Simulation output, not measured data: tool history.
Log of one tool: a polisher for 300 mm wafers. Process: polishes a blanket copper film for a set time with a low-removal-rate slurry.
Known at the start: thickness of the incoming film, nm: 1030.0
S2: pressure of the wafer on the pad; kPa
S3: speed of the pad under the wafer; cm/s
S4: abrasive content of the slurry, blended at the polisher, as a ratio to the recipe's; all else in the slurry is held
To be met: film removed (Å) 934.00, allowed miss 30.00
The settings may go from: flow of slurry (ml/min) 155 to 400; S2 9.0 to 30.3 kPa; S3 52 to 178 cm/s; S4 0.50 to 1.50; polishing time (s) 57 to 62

run 1 day=0.000 | flow_of_slurry_(ml/min)=255 S2=19.3 S3=114 S4=1.00 polishing_time_(s)=62 | film_removed_(Å)=1504.00
run 2 day=0.288 | flow_of_slurry_(ml/min)=255 S2=19.3 S3=114 S4=1.20 polishing_time_(s)=62 | film_removed_(Å)=1580.60
run 3 day=0.479 | flow_of_slurry_(ml/min)=315 S2=19.3 S3=114 S4=1.20 polishing_time_(s)=62 | film_removed_(Å)=1618.20
run 4 day=0.646 | flow_of_slurry_(ml/min)=315 S2=21.4 S3=114 S4=1.20 polishing_time_(s)=62 | film_removed_(Å)=1806.50
run 5 day=0.854 | flow_of_slurry_(ml/min)=290 S2=21.4 S3=114 S4=1.20 polishing_time_(s)=62 | film_removed_(Å)=1771.70
run 6 day=0.921 | flow_of_slurry_(ml/min)=285 S2=17.2 S3=114 S4=1.20 polishing_time_(s)=62 | film_removed_(Å)=1414.70
run 7 day=1.154 | flow_of_slurry_(ml/min)=285 S2=14.5 S3=114 S4=1.20 polishing_time_(s)=62 | film_removed_(Å)=1221.60
run 8 day=1.433 | flow_of_slurry_(ml/min)=285 S2=13.1 S3=114 S4=1.20 polishing_time_(s)=62 | film_removed_(Å)=1114.40
run 9 day=1.638 | flow_of_slurry_(ml/min)=285 S2=12.4 S3=114 S4=1.20 polishing_time_(s)=62 | film_removed_(Å)=1039.50
run 10 day=1.792 | flow_of_slurry_(ml/min)=280 S2=10.3 S3=114 S4=1.20 polishing_time_(s)=62 | film_removed_(Å)=894.42
run 11 day=2.075 | flow_of_slurry_(ml/min)=285 S2=10.3 S3=114 S4=1.20 polishing_time_(s)=62 | film_removed_(Å)=877.45

4 next moves are on the table. One of them brings every result within its allowed miss. Which?
run A day=2.358 | flow_of_slurry_(ml/min)=305 S2=11.0 S3=108 S4=1.15 polishing_time_(s)=62 | film_removed_(Å)=?
run B day=2.358 | flow_of_slurry_(ml/min)=265 S2=10.3 S3=116 S4=1.20 polishing_time_(s)=60 | film_removed_(Å)=?
run C day=2.358 | flow_of_slurry_(ml/min)=300 S2=10.3 S3=116 S4=1.05 polishing_time_(s)=59 | film_removed_(Å)=?
run D day=2.358 | flow_of_slurry_(ml/min)=245 S2=14.5 S3=96 S4=1.00 polishing_time_(s)=60 | film_removed_(Å)=?

move=A film_removed_(Å)=887.20
move=B film_removed_(Å)=863.89
move=C film_removed_(Å)=832.35
move=D film_removed_(Å)=943.67
A: nearer than the last run, and not there yet
B: further off than the last run
C: further off than the last run
D: meets every target
The right move is D.
